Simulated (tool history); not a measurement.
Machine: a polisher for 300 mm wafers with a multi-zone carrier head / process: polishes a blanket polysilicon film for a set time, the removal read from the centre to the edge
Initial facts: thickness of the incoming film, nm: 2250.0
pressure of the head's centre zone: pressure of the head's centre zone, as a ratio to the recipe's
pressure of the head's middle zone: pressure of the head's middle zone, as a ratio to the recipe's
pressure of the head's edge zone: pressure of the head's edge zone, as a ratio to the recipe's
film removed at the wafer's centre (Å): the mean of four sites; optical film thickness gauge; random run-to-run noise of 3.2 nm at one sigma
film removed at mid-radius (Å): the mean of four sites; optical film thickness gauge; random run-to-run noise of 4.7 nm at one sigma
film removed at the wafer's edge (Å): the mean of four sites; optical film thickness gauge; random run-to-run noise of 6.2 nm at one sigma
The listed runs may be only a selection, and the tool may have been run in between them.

run	hour	flow of slurry (ml/min)	pressure of the head's centre zone	pressure of the head's middle zone	pressure of the head's edge zone	polishing time (s)	film removed at the wafer's centre (Å)	film removed at mid-radius (Å)	film removed at the wafer's edge (Å)
1	0	240	1	1	1	74	4420.9	4355	4253.7
2	2.7	190	1	1	1	74	4266.6	4155	4126
3	4.4	190	1.07	1	1	74	4509.1	4222.6	4081.1
4	9.5	205	1.06	1.01	1.02	74	4546.6	4241.2	4125.4
5	14.8	205	1	1.01	1.02	74	4280.7	4309.8	4175.2
6	21.7	205	1	1.01	1.02	57	3299.6	3259.4	3240.4

The next listed run, before its measurement:
7	28.6	215	0.99	1.02	1.03	60	?	?	?

film removed at the wafer's centre (Å): 3477.9
film removed at mid-radius (Å): 3506.5
film removed at the wafer's edge (Å): 3477.5
